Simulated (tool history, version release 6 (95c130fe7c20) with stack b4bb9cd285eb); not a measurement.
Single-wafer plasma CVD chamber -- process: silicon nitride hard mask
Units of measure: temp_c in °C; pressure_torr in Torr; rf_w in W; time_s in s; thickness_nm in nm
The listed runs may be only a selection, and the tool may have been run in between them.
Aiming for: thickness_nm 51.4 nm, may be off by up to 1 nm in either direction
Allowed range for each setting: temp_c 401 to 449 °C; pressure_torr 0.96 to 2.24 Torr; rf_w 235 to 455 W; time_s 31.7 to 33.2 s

Run 1, hour 0: temp_c 425 °C, pressure_torr 1.6 Torr, rf_w 345 W, time_s 33.2 s. Result: thickness_nm 41.197 nm.
Run 2, hour 6: temp_c 425 °C, pressure_torr 1.6 Torr, rf_w 345 W, time_s 31.7 s. Result: thickness_nm 39.007 nm.
Run 3, hour 13.2: temp_c 425 °C, pressure_torr 1.6 Torr, rf_w 375 W, time_s 31.7 s. Result: thickness_nm 42.437 nm.
Run 4, hour 15.4: temp_c 425 °C, pressure_torr 1.65 Torr, rf_w 380 W, time_s 31.7 s. Result: thickness_nm 43.156 nm.
Run 5, hour 19.6: temp_c 425 °C, pressure_torr 1.65 Torr, rf_w 410 W, time_s 31.7 s. Result: thickness_nm 45.842 nm.
Run 6, hour 20.4: temp_c 425 °C, pressure_torr 1.79 Torr, rf_w 410 W, time_s 31.7 s. Result: thickness_nm 47.722 nm.
Run 7, hour 27.1: temp_c 425 °C, pressure_torr 1.82 Torr, rf_w 410 W, time_s 31.7 s. Result: thickness_nm 48.083 nm.
Run 8, hour 35.5: temp_c 425 °C, pressure_torr 1.84 Torr, rf_w 410 W, time_s 31.7 s. Result: thickness_nm 48.016 nm.
Run 9, hour 42: temp_c 425 °C, pressure_torr 1.84 Torr, rf_w 410 W, time_s 31.7 s. Result: thickness_nm 48.167 nm.
Run 10, hour 42.7: temp_c 425 °C, pressure_torr 1.86 Torr, rf_w 410 W, time_s 31.7 s. Result: thickness_nm 48.274 nm.
Run 11, hour 43.7: temp_c 425 °C, pressure_torr 1.88 Torr, rf_w 410 W, time_s 31.7 s. Result: thickness_nm 48.45 nm.
Run 12, hour 50: temp_c 425 °C, pressure_torr 1.9 Torr, rf_w 410 W, time_s 31.7 s. Result: thickness_nm 48.476 nm.
Run 13, hour 52.8: temp_c 425 °C, pressure_torr 1.92 Torr, rf_w 410 W, time_s 31.7 s. Result: thickness_nm 48.638 nm.
Run 14, hour 57.2: temp_c 425 °C, pressure_torr 1.94 Torr, rf_w 410 W, time_s 31.7 s. Result: thickness_nm 48.877 nm.
Run 15, hour 62.2: temp_c 425 °C, pressure_torr 1.96 Torr, rf_w 410 W, time_s 31.7 s. Result: thickness_nm 49.005 nm.

Which one of the following 5 next-run settings gets every result inside its allowed miss? There is exactly one.
Run A, hour 67.2: temp_c 427 °C, pressure_torr 1.63 Torr, rf_w 445 W, time_s 33.2 s. Result: thickness_nm ?.
Run B, hour 67.2: temp_c 432 °C, pressure_torr 2.01 Torr, rf_w 370 W, time_s 31.7 s. Result: thickness_nm ?.
Run C, hour 67.2: temp_c 412 °C, pressure_torr 2.24 Torr, rf_w 425 W, time_s 31.7 s. Result: thickness_nm ?.
Run D, hour 67.2: temp_c 426 °C, pressure_torr 2.11 Torr, rf_w 420 W, time_s 32.7 s. Result: thickness_nm ?.
Run E, hour 67.2: temp_c 421 °C, pressure_torr 2.08 Torr, rf_w 445 W, time_s 31.7 s. Result: thickness_nm ?.

move  thickness_nm
   A          50.9
   B        45.231
   C        52.913
   D        52.807
   E        53.334
A: meets every target
B: misses by more than the last run did
C: pushes the last run's worst result past its target
D: pushes the last run's worst result past its target
E: pushes the last run's worst result past its target
So the answer is move A, the one that meets all the targets.

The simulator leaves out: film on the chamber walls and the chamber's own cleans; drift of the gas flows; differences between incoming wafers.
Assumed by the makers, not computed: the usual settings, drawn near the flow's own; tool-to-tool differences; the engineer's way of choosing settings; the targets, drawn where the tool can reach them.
